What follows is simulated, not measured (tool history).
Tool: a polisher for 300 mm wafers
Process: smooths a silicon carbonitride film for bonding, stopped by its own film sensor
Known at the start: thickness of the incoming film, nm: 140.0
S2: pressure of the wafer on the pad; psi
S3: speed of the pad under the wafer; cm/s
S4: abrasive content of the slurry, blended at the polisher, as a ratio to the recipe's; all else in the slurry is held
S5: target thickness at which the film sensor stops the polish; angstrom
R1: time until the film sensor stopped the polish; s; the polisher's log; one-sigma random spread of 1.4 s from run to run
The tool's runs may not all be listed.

{"run": 1, "hour": 0.0, "flow of slurry (ml/min)": 160, "S2": 1.5, "S3": 110, "S4": 1.0, "S5": 1120, "R1": 128.83}
{"run": 2, "hour": 2.6, "flow of slurry (ml/min)": 160, "S2": 1.3, "S3": 110, "S4": 1.0, "S5": 1120, "R1": 147.4}
{"run": 3, "hour": 7.5, "flow of slurry (ml/min)": 160, "S2": 1.5, "S3": 110, "S4": 1.0, "S5": 1120, "R1": 128.77}
{"run": 4, "hour": 10.7, "flow of slurry (ml/min)": 160, "S2": 1.6, "S3": 112, "S4": 1.0, "S5": 1120, "R1": 123.56}
{"run": 5, "hour": 18.0, "flow of slurry (ml/min)": 135, "S2": 1.6, "S3": 112, "S4": 1.0, "S5": 1120, "R1": 121.26}
{"run": 6, "hour": 26.2, "flow of slurry (ml/min)": 135, "S2": 1.6, "S3": 138, "S4": 1.0, "S5": 1120, "R1": 103.58}
{"run": 7, "hour": 28.1, "flow of slurry (ml/min)": 135, "S2": 1.7, "S3": 140, "S4": 1.0, "S5": 1120, "R1": 94.377}

What will run 8 give?
{"run": 8, "hour": 31.5, "flow of slurry (ml/min)": 135, "S2": 1.8, "S3": 142, "S4": 1.0, "S5": 1120, "R1": "?"}

{"run 8": {"R1": 88.66}}

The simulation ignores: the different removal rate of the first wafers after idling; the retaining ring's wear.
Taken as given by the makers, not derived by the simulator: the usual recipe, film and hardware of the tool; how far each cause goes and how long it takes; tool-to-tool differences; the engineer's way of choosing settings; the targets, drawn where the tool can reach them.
